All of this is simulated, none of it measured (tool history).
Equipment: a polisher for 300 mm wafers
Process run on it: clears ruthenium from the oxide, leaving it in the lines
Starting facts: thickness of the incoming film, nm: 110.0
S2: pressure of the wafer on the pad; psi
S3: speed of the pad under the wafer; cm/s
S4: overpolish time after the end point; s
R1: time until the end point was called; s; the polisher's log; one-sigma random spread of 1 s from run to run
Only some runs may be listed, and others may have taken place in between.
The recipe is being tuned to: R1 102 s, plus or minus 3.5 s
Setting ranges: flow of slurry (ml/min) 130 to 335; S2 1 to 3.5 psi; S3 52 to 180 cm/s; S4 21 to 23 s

Run 1, day 0: flow of slurry (ml/min) 215, S2 2.2 psi, S3 116 cm/s, S4 21 s. Result: R1 61.217 s.
Run 2, day 0.292: flow of slurry (ml/min) 215, S2 2.2 psi, S3 144 cm/s, S4 21 s. Result: R1 49.867 s.
Run 3, day 0.483: flow of slurry (ml/min) 190, S2 2.2 psi, S3 144 cm/s, S4 21 s. Result: R1 50.839 s.
Run 4, day 0.7: flow of slurry (ml/min) 185, S2 1.9 psi, S3 140 cm/s, S4 21 s. Result: R1 59.751 s.
Run 5, day 0.804: flow of slurry (ml/min) 145, S2 1.9 psi, S3 140 cm/s, S4 21 s. Result: R1 62.679 s.
Run 6, day 0.846: flow of slurry (ml/min) 180, S2 1.9 psi, S3 140 cm/s, S4 21 s. Result: R1 59.382 s.
Run 7, day 1.05: flow of slurry (ml/min) 175, S2 1.7 psi, S3 136 cm/s, S4 21 s. Result: R1 69.86 s.
Run 8, day 1.308: flow of slurry (ml/min) 175, S2 1.5 psi, S3 136 cm/s, S4 21 s. Result: R1 78.374 s.
Run 9, day 1.333: flow of slurry (ml/min) 175, S2 1.4 psi, S3 136 cm/s, S4 21 s. Result: R1 82.619 s.
Run 10, day 1.671: flow of slurry (ml/min) 175, S2 1.3 psi, S3 136 cm/s, S4 21 s. Result: R1 87.918 s.
Run 11, day 2.033: flow of slurry (ml/min) 175, S2 1.2 psi, S3 136 cm/s, S4 21 s. Result: R1 96.964 s.

Exercise: of the 4 proposed moves below, exactly one satisfies all targets within the stated allowed misses. Which move is it?
Run A, day 2.396: flow of slurry (ml/min) 200, S2 1.1 psi, S3 146 cm/s, S4 21 s. Result: R1 ?.
Run B, day 2.396: flow of slurry (ml/min) 160, S2 1.1 psi, S3 152 cm/s, S4 23 s. Result: R1 ?.
Run C, day 2.396: flow of slurry (ml/min) 185, S2 1.5 psi, S3 100 cm/s, S4 21 s. Result: R1 ?.
Run D, day 2.396: flow of slurry (ml/min) 150, S2 1.6 psi, S3 110 cm/s, S4 21 s. Result: R1 ?.

move      R1
   A  94.965
   B  93.973
   C  102.39
   D  90.439
A: further off than the last run
B: further off than the last run
C: every result lands within tolerance
D: further off than the last run
Go with C: it meets all targets.
